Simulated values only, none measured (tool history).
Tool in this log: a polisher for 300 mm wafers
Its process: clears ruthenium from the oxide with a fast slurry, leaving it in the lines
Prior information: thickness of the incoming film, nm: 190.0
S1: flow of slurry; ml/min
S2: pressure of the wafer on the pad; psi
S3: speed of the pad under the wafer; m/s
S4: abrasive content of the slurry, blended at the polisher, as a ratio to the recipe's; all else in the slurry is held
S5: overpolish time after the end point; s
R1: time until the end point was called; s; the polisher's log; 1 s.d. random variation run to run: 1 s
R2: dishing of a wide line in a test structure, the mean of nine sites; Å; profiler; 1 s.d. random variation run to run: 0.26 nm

run,day,S1,S2,S3,S4,S5,R1,R2
1,0.000,280,2.5,1.24,1.00,14,51.422,410.65
2,0.362,280,2.4,1.24,1.00,11,53.915,325.33
3,0.467,280,2.3,1.24,1.00,9,54.134,266.18
4,0.600,235,2.3,1.24,1.00,9,55.275,265.77
5,0.854,235,2.3,1.52,1.00,9,49.410,303.20
6,1.104,185,2.3,1.52,1.00,9,49.497,292.52

Run 7 has not been measured yet. What should we expect?
7,1.212,180,2.2,1.50,1.05,8,?,?

Run 7 came out at R1 51.346 s, R2 254.05 Å.
